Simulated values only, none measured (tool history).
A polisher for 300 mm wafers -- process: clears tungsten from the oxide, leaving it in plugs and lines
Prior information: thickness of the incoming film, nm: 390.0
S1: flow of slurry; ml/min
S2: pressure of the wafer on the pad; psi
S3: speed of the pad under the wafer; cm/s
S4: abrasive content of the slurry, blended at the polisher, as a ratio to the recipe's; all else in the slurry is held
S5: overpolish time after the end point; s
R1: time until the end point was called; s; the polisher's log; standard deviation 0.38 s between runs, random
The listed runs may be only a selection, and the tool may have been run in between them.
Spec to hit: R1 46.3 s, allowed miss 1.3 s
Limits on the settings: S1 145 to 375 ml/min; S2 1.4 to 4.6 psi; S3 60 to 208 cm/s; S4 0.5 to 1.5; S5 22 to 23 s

run,hour,S1,S2,S3,S4,S5,R1
1,0,240,3,134,1,22,65.002
2,0.6,240,3,108,1,22,78.847
3,3,240,3,108,0.8,22,84.417
4,9,240,3.5,108,0.8,22,73.332
5,15.6,240,3.5,82,0.8,22,93.89
6,23.9,240,3.5,60,0.8,22,126.21
7,31.8,240,3.5,60,0.8,22,126.29
8,35.2,245,3.9,78,0.8,22,89.698
9,35.7,250,4.1,92,0.8,22,71.729
10,40.8,255,4.3,100,0.8,22,62.969
11,46.3,255,4.4,106,0.8,22,58.548

Exercise: of the 4 proposed moves below, exactly one satisfies all targets within the stated allowed misses. Which move is it?
A,51.8,245,4.6,122,1,22,?
B,51.8,230,4.5,126,0.8,22,?
C,51.8,280,3.8,112,0.65,22,?
D,51.8,285,4.2,80,0.65,22,?

move,R1
A,46.319
B,49.125
C,67.662
D,84.563
A: meets every target
B: moves toward the targets from the last run without getting all of them in spec
C: lands further from the targets than the last run did
D: lands further from the targets than the last run did
Answer: A
